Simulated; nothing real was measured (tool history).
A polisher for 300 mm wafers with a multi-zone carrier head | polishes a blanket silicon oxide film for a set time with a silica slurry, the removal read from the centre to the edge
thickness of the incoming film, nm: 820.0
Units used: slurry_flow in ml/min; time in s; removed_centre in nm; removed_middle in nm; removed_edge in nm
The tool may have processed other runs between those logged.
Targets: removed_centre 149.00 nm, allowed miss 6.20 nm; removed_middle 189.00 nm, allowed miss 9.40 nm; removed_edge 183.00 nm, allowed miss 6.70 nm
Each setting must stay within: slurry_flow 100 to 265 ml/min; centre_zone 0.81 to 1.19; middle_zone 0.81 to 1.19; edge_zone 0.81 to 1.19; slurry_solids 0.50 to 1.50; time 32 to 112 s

Run 1, hour 0.0: slurry_flow 170 ml/min, centre_zone 1.00, middle_zone 1.00, edge_zone 1.00, slurry_solids 1.00, time 72 s. Result: removed_centre 231.76 nm, removed_middle 226.07 nm, removed_edge 227.29 nm.
Run 2, hour 8.1: slurry_flow 170 ml/min, centre_zone 0.95, middle_zone 1.00, edge_zone 1.00, slurry_solids 1.00, time 72 s. Result: removed_centre 219.90 nm, removed_middle 227.94 nm, removed_edge 227.90 nm.
Run 3, hour 16.9: slurry_flow 160 ml/min, centre_zone 0.92, middle_zone 1.01, edge_zone 1.00, slurry_solids 0.90, time 72 s. Result: removed_centre 202.63 nm, removed_middle 209.49 nm, removed_edge 217.14 nm.
Run 4, hour 19.9: slurry_flow 160 ml/min, centre_zone 0.85, middle_zone 1.01, edge_zone 1.00, slurry_solids 0.90, time 72 s. Result: removed_centre 185.98 nm, removed_middle 221.34 nm, removed_edge 213.59 nm.
Run 5, hour 24.6: slurry_flow 160 ml/min, centre_zone 0.85, middle_zone 0.97, edge_zone 1.00, slurry_solids 0.90, time 72 s. Result: removed_centre 187.95 nm, removed_middle 203.75 nm, removed_edge 217.26 nm.
Run 6, hour 29.8: slurry_flow 155 ml/min, centre_zone 0.84, middle_zone 0.99, edge_zone 1.01, slurry_solids 0.85, time 71 s. Result: removed_centre 176.09 nm, removed_middle 195.21 nm, removed_edge 206.69 nm.
Run 7, hour 30.7: slurry_flow 150 ml/min, centre_zone 0.83, middle_zone 1.01, edge_zone 1.01, slurry_solids 0.80, time 71 s. Result: removed_centre 172.55 nm, removed_middle 195.80 nm, removed_edge 200.09 nm.
Run 8, hour 32.1: slurry_flow 150 ml/min, centre_zone 0.83, middle_zone 1.03, edge_zone 1.04, slurry_solids 0.80, time 70 s. Result: removed_centre 165.57 nm, removed_middle 201.13 nm, removed_edge 202.49 nm.
Run 9, hour 38.0: slurry_flow 145 ml/min, centre_zone 0.83, middle_zone 1.04, edge_zone 1.04, slurry_solids 0.80, time 70 s. Result: removed_centre 161.36 nm, removed_middle 202.08 nm, removed_edge 199.76 nm.
Run 10, hour 46.0: slurry_flow 140 ml/min, centre_zone 0.83, middle_zone 1.04, edge_zone 1.03, slurry_solids 0.80, time 70 s. Result: removed_centre 160.35 nm, removed_middle 198.37 nm, removed_edge 195.45 nm.
Run 11, hour 46.8: slurry_flow 135 ml/min, centre_zone 0.83, middle_zone 1.04, edge_zone 1.03, slurry_solids 0.80, time 70 s. Result: removed_centre 163.41 nm, removed_middle 192.58 nm, removed_edge 195.79 nm.
Run 12, hour 54.0: slurry_flow 140 ml/min, centre_zone 0.81, middle_zone 1.10, edge_zone 1.04, slurry_solids 0.65, time 69 s. Result: removed_centre 140.71 nm, removed_middle 183.47 nm, removed_edge 176.35 nm.
Run 13, hour 55.7: slurry_flow 145 ml/min, centre_zone 0.82, middle_zone 1.10, edge_zone 1.04, slurry_solids 0.65, time 69 s. Result: removed_centre 146.62 nm, removed_middle 187.18 nm, removed_edge 176.12 nm.

Which single option among these 5 for the next run brings every result within its allowed miss of target? Just one does.
Run A, hour 57.4: slurry_flow 115 ml/min, centre_zone 0.81, middle_zone 1.07, edge_zone 0.97, slurry_solids 0.75, time 72 s. Result: removed_centre ?, removed_middle ?, removed_edge ?.
Run B, hour 57.4: slurry_flow 135 ml/min, centre_zone 0.85, middle_zone 1.15, edge_zone 1.03, slurry_solids 0.70, time 66 s. Result: removed_centre ?, removed_middle ?, removed_edge ?.
Run C, hour 57.4: slurry_flow 135 ml/min, centre_zone 0.91, middle_zone 1.08, edge_zone 1.07, slurry_solids 0.75, time 62 s. Result: removed_centre ?, removed_middle ?, removed_edge ?.
Run D, hour 57.4: slurry_flow 170 ml/min, centre_zone 0.81, middle_zone 1.11, edge_zone 1.08, slurry_solids 0.75, time 60 s. Result: removed_centre ?, removed_middle ?, removed_edge ?.
Run E, hour 57.4: slurry_flow 175 ml/min, centre_zone 0.84, middle_zone 1.19, edge_zone 0.91, slurry_solids 0.90, time 58 s. Result: removed_centre ?, removed_middle ?, removed_edge ?.

move  removed_centre  removed_middle  removed_edge
   A          146.24          190.29        185.73
   B          142.98          187.23        173.11
   C          148.79          172.36        170.80
   D          135.37          179.47        171.77
   E          148.84          201.74        170.61
A: all results in spec
B: the biggest miss grows against the last run
C: the biggest miss grows against the last run
D: the biggest miss grows against the last run
E: the biggest miss grows against the last run
So the answer is move A, the one that meets all the targets.
